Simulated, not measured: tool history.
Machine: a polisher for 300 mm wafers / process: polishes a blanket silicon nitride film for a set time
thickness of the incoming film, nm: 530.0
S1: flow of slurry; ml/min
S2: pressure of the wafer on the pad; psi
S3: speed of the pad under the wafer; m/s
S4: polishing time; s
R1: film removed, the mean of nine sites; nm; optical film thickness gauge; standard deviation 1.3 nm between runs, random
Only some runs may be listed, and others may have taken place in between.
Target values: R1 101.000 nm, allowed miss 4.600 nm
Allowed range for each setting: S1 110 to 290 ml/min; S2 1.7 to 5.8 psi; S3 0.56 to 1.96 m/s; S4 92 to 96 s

run 1 hour=0.0 | S1=185 S2=3.7 S3=1.26 S4=92 | R1=149.250
run 2 hour=7.3 | S1=185 S2=3.7 S3=1.26 S4=92 | R1=146.780
run 3 hour=13.3 | S1=185 S2=3.7 S3=1.54 S4=92 | R1=161.700
run 4 hour=16.5 | S1=185 S2=3.3 S3=1.52 S4=92 | R1=146.360
run 5 hour=23.1 | S1=185 S2=3.3 S3=1.80 S4=92 | R1=159.390
run 6 hour=26.6 | S1=185 S2=3.3 S3=1.92 S4=92 | R1=164.070
run 7 hour=30.3 | S1=180 S2=2.9 S3=1.88 S4=92 | R1=144.580
run 8 hour=31.4 | S1=180 S2=2.6 S3=1.86 S4=92 | R1=130.280
run 9 hour=40.2 | S1=180 S2=2.4 S3=1.86 S4=92 | R1=118.320
run 10 hour=44.9 | S1=180 S2=2.3 S3=1.86 S4=92 | R1=117.330
run 11 hour=47.5 | S1=180 S2=2.2 S3=1.86 S4=92 | R1=108.130

Pick the move, out of 5, that brings all results within their allowed miss; only one does.
run A hour=50.1 | S1=170 S2=2.3 S3=1.64 S4=96 | R1=?
run B hour=50.1 | S1=165 S2=2.1 S3=1.96 S4=94 | R1=?
run C hour=50.1 | S1=220 S2=1.7 S3=1.84 S4=92 | R1=?
run D hour=50.1 | S1=185 S2=2.4 S3=1.36 S4=92 | R1=?
run E hour=50.1 | S1=175 S2=1.7 S3=1.92 S4=92 | R1=?

move=A R1=111.640
move=B R1=110.600
move=C R1=90.843
move=D R1=102.340
move=E R1=89.986
A: misses by more than the last run did
B: misses by more than the last run did
C: carries the result that was furthest off beyond its target, to the other side
D: all results land within tolerance of their targets
E: carries the result that was furthest off beyond its target, to the other side
Correct choice: D, which meets every target
